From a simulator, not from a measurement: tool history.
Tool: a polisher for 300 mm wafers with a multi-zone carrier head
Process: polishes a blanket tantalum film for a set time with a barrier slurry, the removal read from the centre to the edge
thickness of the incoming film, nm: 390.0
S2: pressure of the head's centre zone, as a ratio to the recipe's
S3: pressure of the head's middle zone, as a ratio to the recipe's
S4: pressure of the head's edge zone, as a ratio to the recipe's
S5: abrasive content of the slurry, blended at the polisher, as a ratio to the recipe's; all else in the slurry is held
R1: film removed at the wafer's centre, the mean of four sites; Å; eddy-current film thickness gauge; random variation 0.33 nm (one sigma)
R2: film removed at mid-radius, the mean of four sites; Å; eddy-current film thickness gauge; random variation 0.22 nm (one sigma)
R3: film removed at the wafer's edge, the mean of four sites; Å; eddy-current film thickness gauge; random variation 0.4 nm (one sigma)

Run 1, hour 0.0: flow of slurry (ml/min) 200, S2 1.00, S3 1.00, S4 1.00, S5 1.00, polishing time (s) 62. Result: R1 679.44 Å, R2 695.31 Å, R3 681.08 Å.
Run 2, hour 0.8: flow of slurry (ml/min) 185, S2 0.98, S3 0.95, S4 1.00, S5 0.85, polishing time (s) 54. Result: R1 549.83 Å, R2 543.41 Å, R3 572.24 Å.
Run 3, hour 2.1: flow of slurry (ml/min) 185, S2 0.98, S3 0.95, S4 1.07, S5 0.85, polishing time (s) 54. Result: R1 560.92 Å, R2 545.72 Å, R3 586.88 Å.
Run 4, hour 5.1: flow of slurry (ml/min) 185, S2 0.90, S3 0.95, S4 1.07, S5 0.85, polishing time (s) 54. Result: R1 506.17 Å, R2 547.01 Å, R3 597.90 Å.
Run 5, hour 5.8: flow of slurry (ml/min) 185, S2 0.96, S3 0.95, S4 1.07, S5 0.85, polishing time (s) 54. Result: R1 541.18 Å, R2 550.72 Å, R3 600.25 Å.
Run 6, hour 11.4: flow of slurry (ml/min) 175, S2 0.95, S3 0.91, S4 1.02, S5 0.75, polishing time (s) 49. Result: R1 468.31 Å, R2 470.16 Å, R3 510.86 Å.

Forecast run 7:
Run 7, hour 20.4: flow of slurry (ml/min) 135, S2 0.96, S3 0.81, S4 1.03, S5 0.50, polishing time (s) 34. Result: R1 ?, R2 ?, R3 ?.

{"run 7": {"R1": 290.04, "R2": 266.67, "R3": 314.61}}

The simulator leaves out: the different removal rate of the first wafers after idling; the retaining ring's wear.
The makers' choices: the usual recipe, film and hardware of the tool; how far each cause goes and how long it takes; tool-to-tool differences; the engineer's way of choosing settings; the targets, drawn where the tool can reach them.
